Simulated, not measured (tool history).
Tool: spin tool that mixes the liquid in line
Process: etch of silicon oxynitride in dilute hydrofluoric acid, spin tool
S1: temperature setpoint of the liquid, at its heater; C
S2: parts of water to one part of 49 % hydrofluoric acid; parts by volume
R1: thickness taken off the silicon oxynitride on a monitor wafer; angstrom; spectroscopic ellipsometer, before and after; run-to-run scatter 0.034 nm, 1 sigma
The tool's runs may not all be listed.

run 1 day=0 | S1=21 S2=45 time_under_the_liquid_(s)=75 | R1=21.059
run 2 day=0.142 | S1=21 S2=40 time_under_the_liquid_(s)=75 | R1=23.53
run 3 day=0.288 | S1=21 S2=40 time_under_the_liquid_(s)=55 | R1=17.361
run 4 day=0.45 | S1=22 S2=40 time_under_the_liquid_(s)=55 | R1=18.023
run 5 day=0.65 | S1=20.5 S2=35 time_under_the_liquid_(s)=60 | R1=21.312
run 6 day=0.725 | S1=23 S2=30 time_under_the_liquid_(s)=65 | R1=30.205
run 7 day=0.888 | S1=24.5 S2=30 time_under_the_liquid_(s)=65 | R1=32.506

Predict the results of run 8:
run 8 day=1.188 | S1=25.5 S2=30 time_under_the_liquid_(s)=65 | R1=?

Run 8 produced R1 34.474 angstrom.

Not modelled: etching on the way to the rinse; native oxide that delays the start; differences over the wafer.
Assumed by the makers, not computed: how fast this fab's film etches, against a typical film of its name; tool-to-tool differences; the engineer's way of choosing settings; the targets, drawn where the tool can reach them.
